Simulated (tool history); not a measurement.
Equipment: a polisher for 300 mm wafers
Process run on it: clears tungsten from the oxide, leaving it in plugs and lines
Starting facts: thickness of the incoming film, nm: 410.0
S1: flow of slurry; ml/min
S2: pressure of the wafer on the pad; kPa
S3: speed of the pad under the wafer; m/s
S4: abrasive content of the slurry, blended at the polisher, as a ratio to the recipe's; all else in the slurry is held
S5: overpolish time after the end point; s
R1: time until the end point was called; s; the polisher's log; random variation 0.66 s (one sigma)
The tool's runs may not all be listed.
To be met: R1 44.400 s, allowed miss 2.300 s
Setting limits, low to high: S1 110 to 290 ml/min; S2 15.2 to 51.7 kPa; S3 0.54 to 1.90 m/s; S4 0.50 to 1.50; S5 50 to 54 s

| run | hour | S1 | S2 | S3 | S4 | S5 | R1 |
|---|---|---|---|---|---|---|---|
| 1 | 0.0 | 185 | 33.1 | 1.22 | 1.00 | 50 | 57.238 |
| 2 | 4.8 | 185 | 33.1 | 1.48 | 1.00 | 50 | 48.698 |
| 3 | 6.6 | 185 | 33.1 | 1.48 | 1.00 | 50 | 47.196 |
| 4 | 15.3 | 185 | 33.1 | 1.68 | 1.00 | 50 | 42.021 |
| 5 | 20.7 | 185 | 33.1 | 1.68 | 1.00 | 54 | 41.087 |
| 6 | 28.4 | 185 | 38.6 | 1.68 | 1.00 | 54 | 36.705 |
| 7 | 31.5 | 185 | 38.6 | 1.68 | 1.00 | 54 | 37.234 |
| 8 | 32.1 | 185 | 37.9 | 1.68 | 1.00 | 54 | 36.349 |
| 9 | 39.1 | 185 | 37.9 | 1.68 | 1.00 | 54 | 37.348 |
| 10 | 41.9 | 185 | 37.2 | 1.68 | 1.00 | 54 | 37.277 |
| 11 | 45.1 | 185 | 36.5 | 1.68 | 1.00 | 54 | 39.045 |
| 12 | 47.5 | 185 | 35.9 | 1.68 | 1.00 | 54 | 38.393 |

Below are 4 possible settings for the next run. Only one of them brings all results inside the allowed miss of their targets. Which is it?
| A | 49.9 | 175 | 36.5 | 1.64 | 1.00 | 53 | ? |
| B | 49.9 | 165 | 40.0 | 1.38 | 0.95 | 50 | ? |
| C | 49.9 | 285 | 40.7 | 1.90 | 1.00 | 54 | ? |
| D | 49.9 | 175 | 36.5 | 1.68 | 0.95 | 54 | ? |

| move | R1 |
|---|---|
| A | 38.667 |
| B | 43.089 |
| C | 28.527 |
| D | 38.215 |
A: no nearer and no further than the last run
B: each result inside its tolerance
C: lands further from the targets than the last run did
D: no nearer and no further than the last run
Go with B: it meets all targets.

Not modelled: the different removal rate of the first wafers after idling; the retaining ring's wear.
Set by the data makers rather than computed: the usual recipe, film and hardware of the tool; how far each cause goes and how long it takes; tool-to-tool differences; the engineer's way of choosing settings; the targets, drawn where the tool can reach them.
